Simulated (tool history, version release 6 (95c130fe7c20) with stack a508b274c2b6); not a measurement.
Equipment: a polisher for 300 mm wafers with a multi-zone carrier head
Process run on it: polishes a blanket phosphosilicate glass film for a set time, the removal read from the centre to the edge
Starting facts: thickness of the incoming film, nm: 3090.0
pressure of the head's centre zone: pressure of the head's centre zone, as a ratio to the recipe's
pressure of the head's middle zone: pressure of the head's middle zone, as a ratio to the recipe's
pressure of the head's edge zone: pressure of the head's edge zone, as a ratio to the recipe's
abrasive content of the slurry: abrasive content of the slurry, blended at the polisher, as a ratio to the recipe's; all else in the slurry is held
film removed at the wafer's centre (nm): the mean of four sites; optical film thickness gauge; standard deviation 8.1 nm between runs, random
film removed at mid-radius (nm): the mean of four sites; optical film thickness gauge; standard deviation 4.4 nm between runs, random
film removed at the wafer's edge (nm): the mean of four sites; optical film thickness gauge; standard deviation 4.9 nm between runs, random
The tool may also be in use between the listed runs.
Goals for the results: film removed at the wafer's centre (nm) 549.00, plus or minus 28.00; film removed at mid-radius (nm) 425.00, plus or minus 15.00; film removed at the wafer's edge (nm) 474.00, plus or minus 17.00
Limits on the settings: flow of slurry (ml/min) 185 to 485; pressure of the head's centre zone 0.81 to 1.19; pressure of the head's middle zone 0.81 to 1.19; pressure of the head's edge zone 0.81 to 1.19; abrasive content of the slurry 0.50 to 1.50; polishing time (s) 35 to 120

run  hour  flow of slurry (ml/min)  pressure of the head's centre zone  pressure of the head's middle zone  pressure of the head's edge zone  abrasive content of the slurry  polishing time (s)  film removed at the wafer's centre (nm)  film removed at mid-radius (nm)  film removed at the wafer's edge (nm)
  1   0.0                      310                                1.00                                1.00                              1.00                            1.00                  77                                   641.27                           637.16                                 636.67
  2   7.2                      340                                1.00                                1.00                              1.00                            1.00                  77                                   638.81                           639.46                                 639.41
  3  12.6                      340                                1.00                                1.00                              1.00                            0.90                  77                                   593.89                           597.14                                 584.08
  4  20.5                      335                                1.03                                0.94                              1.00                            0.80                  77                                   553.44                           500.33                                 534.09
  5  22.3                      335                                1.03                                0.94                              1.00                            0.65                  77                                   434.18                           397.63                                 425.78
  6  28.5                      335                                1.03                                0.94                              1.00                            0.65                  68                                   393.80                           353.83                                 380.19
  7  33.8                      350                                1.08                                0.95                              1.03                            0.70                  68                                   444.91                           394.43                                 416.65
  8  37.5                      365                                1.12                                0.93                              1.05                            0.70                  68                                   466.04                           393.70                                 415.47
  9  41.1                      360                                1.14                                0.91                              1.07                            0.75                  68                                   521.63                           403.93                                 452.52
 10  47.7                      365                                1.15                                0.92                              1.09                            0.75                  68                                   510.63                           413.45                                 451.54
 11  54.4                      365                                1.16                                0.92                              1.10                            0.75                  68                                   525.14                           413.38                                 452.65
 12  58.8                      365                                1.16                                0.92                              1.12                            0.75                  68                                   524.54                           414.05                                 466.63

Exactly one of the 5 candidate moves below puts every result within its allowed miss. Which one?
  A  63.2                      365                                1.14                                0.84                              1.17                            0.75                  69                                        ?                                ?                                      ?
  B  63.2                      355                                1.06                                0.94                              1.19                            0.75                  71                                        ?                                ?                                      ?
  C  63.2                      360                                1.08                                0.96                              1.18                            0.75                  68                                        ?                                ?                                      ?
  D  63.2                      400                                1.17                                0.89                              1.08                            0.75                  70                                        ?                                ?                                      ?
  E  63.2                      390                                1.16                                0.89                              1.12                            0.75                  65                                        ?                                ?                                      ?

move  film removed at the wafer's centre (nm)  film removed at mid-radius (nm)  film removed at the wafer's edge (nm)
   A                                   523.66                           397.95                                 481.99
   B                                   499.94                           444.91                                 497.44
   C                                   488.55                           433.44                                 475.31
   D                                   549.43                           424.28                                 478.29
   E                                   504.82                           393.29                                 448.82
A: corrects the largest miss of the last run, while another result sits out of spec
B: the biggest miss grows against the last run
C: the biggest miss grows against the last run
D: hits every target within its allowed miss
E: the biggest miss grows against the last run
D meets every target.
